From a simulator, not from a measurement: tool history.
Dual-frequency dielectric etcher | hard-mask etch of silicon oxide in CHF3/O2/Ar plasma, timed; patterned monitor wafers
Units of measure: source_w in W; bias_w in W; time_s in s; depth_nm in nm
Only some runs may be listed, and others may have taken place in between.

run    day  source_w  bias_w  time_s  depth_nm
  1      0       880     230    24.5    57.217
  2  0.375      1010     230    24.5    59.502
  3  0.704      1010     200    24.5    57.448
  4   0.85      1090     200    24.5    59.129
  5  1.217      1110     206    24.5    60.116
  6  1.442      1110     177    24.5    57.396

Estimate the outcome of run 7 from the log above:
  7  1.617      1230     223    24.5         ?

depth_nm: 63.868 nm
